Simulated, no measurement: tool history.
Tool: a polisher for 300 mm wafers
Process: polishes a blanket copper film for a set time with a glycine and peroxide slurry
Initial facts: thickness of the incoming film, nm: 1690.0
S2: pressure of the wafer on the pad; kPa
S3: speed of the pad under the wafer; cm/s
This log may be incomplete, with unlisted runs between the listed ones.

run 1 hour=0 | flow_of_slurry_(ml/min)=145 S2=19.3 S3=86 polishing_time_(s)=60 | film_removed_(angstrom)=2705.6
run 2 hour=4.2 | flow_of_slurry_(ml/min)=145 S2=22.1 S3=86 polishing_time_(s)=60 | film_removed_(angstrom)=2950.7
run 3 hour=8.6 | flow_of_slurry_(ml/min)=145 S2=22.1 S3=104 polishing_time_(s)=60 | film_removed_(angstrom)=3391
run 4 hour=13.4 | flow_of_slurry_(ml/min)=145 S2=17.9 S3=104 polishing_time_(s)=60 | film_removed_(angstrom)=2912.6
run 5 hour=18.5 | flow_of_slurry_(ml/min)=145 S2=17.9 S3=104 polishing_time_(s)=60 | film_removed_(angstrom)=2958.6
run 6 hour=24.8 | flow_of_slurry_(ml/min)=145 S2=17.9 S3=104 polishing_time_(s)=60 | film_removed_(angstrom)=2908.2

Run 7 has not been measured yet. What should we expect?
run 7 hour=27.3 | flow_of_slurry_(ml/min)=145 S2=17.9 S3=104 polishing_time_(s)=60 | film_removed_(angstrom)=?

{"run 7": {"film removed (angstrom)": 2948}}
